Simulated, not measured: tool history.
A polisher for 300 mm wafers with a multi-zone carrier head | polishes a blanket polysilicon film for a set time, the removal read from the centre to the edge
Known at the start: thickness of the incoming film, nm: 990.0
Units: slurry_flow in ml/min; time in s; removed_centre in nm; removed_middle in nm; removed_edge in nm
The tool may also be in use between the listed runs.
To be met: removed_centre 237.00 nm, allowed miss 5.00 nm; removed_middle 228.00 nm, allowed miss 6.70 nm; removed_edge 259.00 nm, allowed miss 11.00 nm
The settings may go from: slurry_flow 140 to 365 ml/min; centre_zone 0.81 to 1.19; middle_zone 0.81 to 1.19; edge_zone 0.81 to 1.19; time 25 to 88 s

run 1 day=0.000 | slurry_flow=235 centre_zone=1.00 middle_zone=1.00 edge_zone=1.00 time=56 | removed_centre=311.89 removed_middle=310.90 removed_edge=303.63
run 2 day=0.325 | slurry_flow=220 centre_zone=0.96 middle_zone=0.94 edge_zone=0.99 time=54 | removed_centre=285.63 removed_middle=283.04 removed_edge=288.73
run 3 day=0.458 | slurry_flow=205 centre_zone=0.94 middle_zone=0.90 edge_zone=0.99 time=52 | removed_centre=270.15 removed_middle=260.29 removed_edge=277.60
run 4 day=0.617 | slurry_flow=195 centre_zone=0.91 middle_zone=0.87 edge_zone=0.98 time=51 | removed_centre=251.41 removed_middle=251.27 removed_edge=269.29
run 5 day=0.717 | slurry_flow=185 centre_zone=0.91 middle_zone=0.85 edge_zone=0.98 time=50 | removed_centre=246.79 removed_middle=239.22 removed_edge=267.45
run 6 day=0.796 | slurry_flow=185 centre_zone=0.91 middle_zone=0.85 edge_zone=1.02 time=50 | removed_centre=244.92 removed_middle=240.34 removed_edge=264.76
run 7 day=1.129 | slurry_flow=180 centre_zone=0.91 middle_zone=0.84 edge_zone=1.02 time=50 | removed_centre=243.38 removed_middle=233.67 removed_edge=268.55
run 8 day=1.275 | slurry_flow=175 centre_zone=0.91 middle_zone=0.84 edge_zone=1.01 time=50 | removed_centre=245.89 removed_middle=230.65 removed_edge=263.78

Which of these 4 next moves meets every target?
run A day=1.421 | slurry_flow=140 centre_zone=0.88 middle_zone=0.81 edge_zone=0.94 time=52 | removed_centre=? removed_middle=? removed_edge=?
run B day=1.421 | slurry_flow=255 centre_zone=1.00 middle_zone=0.84 edge_zone=1.10 time=47 | removed_centre=? removed_middle=? removed_edge=?
run C day=1.421 | slurry_flow=200 centre_zone=0.90 middle_zone=0.83 edge_zone=0.95 time=51 | removed_centre=? removed_middle=? removed_edge=?
run D day=1.421 | slurry_flow=160 centre_zone=0.92 middle_zone=0.82 edge_zone=1.00 time=51 | removed_centre=? removed_middle=? removed_edge=?

move=A removed_centre=238.15 removed_middle=233.07 removed_edge=262.17
move=B removed_centre=262.99 removed_middle=231.62 removed_edge=268.65
move=C removed_centre=250.32 removed_middle=243.06 removed_edge=266.45
move=D removed_centre=248.58 removed_middle=234.61 removed_edge=267.99
A: meets every target
B: further off than the last run
C: further off than the last run
D: further off than the last run
Move A is the one to make.
